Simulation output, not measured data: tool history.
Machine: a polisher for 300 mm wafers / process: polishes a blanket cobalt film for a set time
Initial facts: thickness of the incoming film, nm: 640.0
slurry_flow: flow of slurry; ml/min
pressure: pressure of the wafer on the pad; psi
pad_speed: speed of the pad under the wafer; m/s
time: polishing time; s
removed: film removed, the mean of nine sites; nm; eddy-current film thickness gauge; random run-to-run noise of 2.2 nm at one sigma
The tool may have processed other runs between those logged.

| run | hour | slurry_flow | pressure | pad_speed | time | removed |
|---|---|---|---|---|---|---|
| 1 | 0 | 240 | 2.3 | 1.24 | 43 | 293.31 |
| 2 | 4.8 | 240 | 2.3 | 1.24 | 45 | 305.69 |
| 3 | 7.1 | 240 | 2.3 | 1.24 | 45 | 303.22 |
| 4 | 11.7 | 195 | 2.3 | 1.24 | 45 | 296.75 |
| 5 | 17.8 | 210 | 2.3 | 1.24 | 45 | 298.46 |
| 6 | 25.9 | 225 | 2.3 | 1.24 | 45 | 303.55 |
| 7 | 31 | 235 | 2.3 | 1.24 | 45 | 303.25 |
| 8 | 33.5 | 245 | 2.3 | 1.24 | 45 | 305.96 |

Run 9, settings as shown, results not yet in. Your forecast:
| 9 | 40.6 | 255 | 2.3 | 1.24 | 45 | ? |

Run 9 produced removed 301.51 nm.

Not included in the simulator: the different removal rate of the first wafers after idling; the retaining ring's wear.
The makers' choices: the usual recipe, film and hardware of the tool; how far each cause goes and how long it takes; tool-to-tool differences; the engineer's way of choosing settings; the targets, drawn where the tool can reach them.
